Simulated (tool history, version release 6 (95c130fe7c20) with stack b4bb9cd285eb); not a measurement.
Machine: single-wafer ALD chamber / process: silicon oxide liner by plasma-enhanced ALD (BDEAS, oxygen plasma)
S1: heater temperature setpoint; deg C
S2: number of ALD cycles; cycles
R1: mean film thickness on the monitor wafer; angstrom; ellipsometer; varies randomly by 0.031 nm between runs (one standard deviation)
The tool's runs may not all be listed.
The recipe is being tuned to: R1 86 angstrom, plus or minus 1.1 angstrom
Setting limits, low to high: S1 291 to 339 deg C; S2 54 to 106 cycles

run  hour   S1  S2      R1
  1     0  315  80  74.044
  2   6.6  315  75  69.494
  3  13.3  313  80  74.892
  4  15.2  302  80  75.127
  5  20.8  293  80  77.335
  6  23.6  293  75  72.524
  7  31.5  292  80  78.101
  8  32.7  292  82  80.313
  9  40.2  292  82  79.917
 10  47.9  292  84  82.149

Exercise: of the 4 proposed moves below, exactly one satisfies all targets within the stated allowed misses. Which move is it?
  A  55.6  296  79   ?
  B  55.6  291  91   ?
  C  55.6  291  86   ?
  D  55.6  291  88   ?

move      R1
   A  75.758
   B  89.067
   C  84.173
   D  86.131
A: further off than the last run
B: moves the result that the last run missed by most past its target, out the other side
C: an improvement on the last run, though not all results are within tolerance
D: every result within its allowed miss
Correct choice: D, which meets every target

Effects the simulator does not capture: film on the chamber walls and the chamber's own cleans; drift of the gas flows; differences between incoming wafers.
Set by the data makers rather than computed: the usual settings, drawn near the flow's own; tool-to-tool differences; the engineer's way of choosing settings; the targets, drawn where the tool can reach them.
